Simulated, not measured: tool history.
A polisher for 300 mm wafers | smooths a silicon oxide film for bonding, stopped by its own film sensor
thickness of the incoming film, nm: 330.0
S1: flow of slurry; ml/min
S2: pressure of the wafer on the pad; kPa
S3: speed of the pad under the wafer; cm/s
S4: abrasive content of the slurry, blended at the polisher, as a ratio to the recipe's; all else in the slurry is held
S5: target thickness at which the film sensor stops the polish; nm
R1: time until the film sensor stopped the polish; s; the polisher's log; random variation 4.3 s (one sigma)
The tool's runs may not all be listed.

Run 1, hour 0.0: S1 200 ml/min, S2 18.6 kPa, S3 84 cm/s, S4 1.0, S5 215 nm. Result: R1 143.17 s.
Run 2, hour 0.8: S1 200 ml/min, S2 18.6 kPa, S3 84 cm/s, S4 1.0, S5 210 nm. Result: R1 144.74 s.
Run 3, hour 1.7: S1 200 ml/min, S2 17.2 kPa, S3 78 cm/s, S4 1.0, S5 210 nm. Result: R1 166.71 s.
Run 4, hour 9.6: S1 200 ml/min, S2 15.9 kPa, S3 72 cm/s, S4 1.0, S5 210 nm. Result: R1 187.25 s.
Run 5, hour 10.5: S1 200 ml/min, S2 14.5 kPa, S3 66 cm/s, S4 1.0, S5 210 nm. Result: R1 210.07 s.
Run 6, hour 12.3: S1 230 ml/min, S2 14.5 kPa, S3 66 cm/s, S4 1.0, S5 210 nm. Result: R1 214.69 s.
Run 7, hour 16.2: S1 230 ml/min, S2 14.5 kPa, S3 66 cm/s, S4 1.0, S5 210 nm. Result: R1 214.23 s.

The next listed run, before its measurement:
Run 8, hour 20.4: S1 230 ml/min, S2 13.8 kPa, S3 62 cm/s, S4 1.0, S5 210 nm. Result: R1 ?.

Run 8 gave R1 226.07 s.
